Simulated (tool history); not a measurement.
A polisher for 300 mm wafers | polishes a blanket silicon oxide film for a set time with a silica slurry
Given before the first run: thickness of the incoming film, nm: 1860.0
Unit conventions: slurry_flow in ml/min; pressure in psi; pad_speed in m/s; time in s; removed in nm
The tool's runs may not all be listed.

run	hour	slurry_flow	pressure	pad_speed	slurry_solids	time	removed
1	0.0	220	3.0	1.08	1.0	27	70.455
2	2.7	245	3.0	1.08	1.0	27	70.707
3	7.5	245	3.0	1.08	1.0	24	62.138
4	13.6	245	3.0	1.08	1.0	24	61.204
5	15.1	240	3.2	1.08	1.0	24	64.689
6	20.5	240	3.4	1.10	1.0	24	67.397
7	28.7	240	3.6	1.14	1.0	24	72.458
8	34.0	240	3.7	1.16	1.0	24	75.032
9	42.0	240	3.8	1.18	1.0	24	77.704
10	47.7	240	3.9	1.20	1.0	24	78.980
11	56.5	240	4.0	1.22	1.0	24	82.214
12	57.3	240	4.1	1.24	1.0	24	85.208
13	65.2	240	4.2	1.24	1.0	24	86.009
14	68.7	240	4.2	1.26	1.0	24	87.933

For run 15, what comes out?
15	75.4	240	4.4	1.28	1.0	24	?

removed: 91.052 nm
